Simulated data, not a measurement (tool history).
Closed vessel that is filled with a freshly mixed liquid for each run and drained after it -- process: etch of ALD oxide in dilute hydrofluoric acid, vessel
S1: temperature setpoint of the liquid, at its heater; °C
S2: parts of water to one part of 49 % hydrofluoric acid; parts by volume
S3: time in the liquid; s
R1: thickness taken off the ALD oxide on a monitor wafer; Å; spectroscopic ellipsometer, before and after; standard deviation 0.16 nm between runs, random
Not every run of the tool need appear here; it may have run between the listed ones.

run	hour	S1	S2	S3	R1
1	0.0	21.0	245	775	558.65
2	5.7	21.0	245	775	559.90
3	11.1	20.5	265	775	493.06
4	12.3	22.5	265	775	537.34
5	13.4	22.5	265	775	529.98
6	17.4	23.5	265	775	556.93
7	24.3	22.5	280	775	494.57

Estimate the outcome of run 8 from the log above:
8	32.4	21.5	290	775	?

R1: 463.98 Å

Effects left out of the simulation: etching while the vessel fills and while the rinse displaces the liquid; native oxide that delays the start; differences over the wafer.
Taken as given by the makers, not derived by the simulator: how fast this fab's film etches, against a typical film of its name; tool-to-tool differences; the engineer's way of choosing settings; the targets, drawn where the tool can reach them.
